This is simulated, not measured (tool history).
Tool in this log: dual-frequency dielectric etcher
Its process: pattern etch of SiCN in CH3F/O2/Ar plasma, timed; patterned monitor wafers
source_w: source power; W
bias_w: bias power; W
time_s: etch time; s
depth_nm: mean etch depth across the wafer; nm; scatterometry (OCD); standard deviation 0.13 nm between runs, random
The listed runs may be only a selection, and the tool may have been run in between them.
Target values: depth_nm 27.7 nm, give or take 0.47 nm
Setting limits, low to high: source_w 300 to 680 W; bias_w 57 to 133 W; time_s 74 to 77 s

run 1 day=0 | source_w=490 bias_w=95 time_s=74 | depth_nm=30.908
run 2 day=0.242 | source_w=460 bias_w=94 time_s=74 | depth_nm=30.136
run 3 day=0.283 | source_w=510 bias_w=94 time_s=74 | depth_nm=31.548
run 4 day=0.612 | source_w=480 bias_w=93 time_s=74 | depth_nm=30.211
run 5 day=0.704 | source_w=480 bias_w=81 time_s=74 | depth_nm=28.486
-- day=0.817 wet clean of the chamber
run 6 day=0.817 | source_w=480 bias_w=81 time_s=77 | depth_nm=30.31
run 7 day=1.154 | source_w=460 bias_w=81 time_s=77 | depth_nm=29.911
run 8 day=1.5 | source_w=440 bias_w=81 time_s=77 | depth_nm=29.396
run 9 day=1.833 | source_w=360 bias_w=79 time_s=77 | depth_nm=26.515
run 10 day=2.179 | source_w=370 bias_w=79 time_s=77 | depth_nm=26.836
run 11 day=2.471 | source_w=380 bias_w=79 time_s=77 | depth_nm=27.215

Next run, 4 choices. One meets every target within its allowed miss, the rest don't. Which?
run A day=2.762 | source_w=400 bias_w=68 time_s=77 | depth_nm=?
run B day=2.762 | source_w=410 bias_w=81 time_s=75.5 | depth_nm=?
run C day=2.762 | source_w=510 bias_w=59 time_s=77 | depth_nm=?
run D day=2.762 | source_w=420 bias_w=76 time_s=74 | depth_nm=?

move=A depth_nm=25.741
move=B depth_nm=27.903
move=C depth_nm=26.5
move=D depth_nm=26.744
A: the biggest miss grows against the last run
B: hits every target within its allowed miss
C: the biggest miss grows against the last run
D: the biggest miss grows against the last run
The move that meets every target is B.
